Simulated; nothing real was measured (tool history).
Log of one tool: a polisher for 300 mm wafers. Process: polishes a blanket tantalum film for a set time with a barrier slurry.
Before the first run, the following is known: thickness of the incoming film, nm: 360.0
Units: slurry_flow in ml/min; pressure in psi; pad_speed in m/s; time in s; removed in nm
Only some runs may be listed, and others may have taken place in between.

run	hour	slurry_flow	pressure	pad_speed	slurry_solids	time	removed
1	0.0	185	2.1	0.94	1.00	82	148.95
2	2.6	185	2.1	0.94	0.85	82	137.94
3	7.3	185	2.1	0.94	0.85	86	144.76
4	14.4	185	2.0	0.94	0.85	86	137.41
5	22.5	185	1.9	0.94	0.85	86	130.26
6	27.1	185	1.8	0.94	0.85	86	125.62

Run 7 has not been measured yet. What should we expect?
7	31.8	185	1.8	0.94	0.85	86	?

Run 7 came out at removed 127.37 nm.

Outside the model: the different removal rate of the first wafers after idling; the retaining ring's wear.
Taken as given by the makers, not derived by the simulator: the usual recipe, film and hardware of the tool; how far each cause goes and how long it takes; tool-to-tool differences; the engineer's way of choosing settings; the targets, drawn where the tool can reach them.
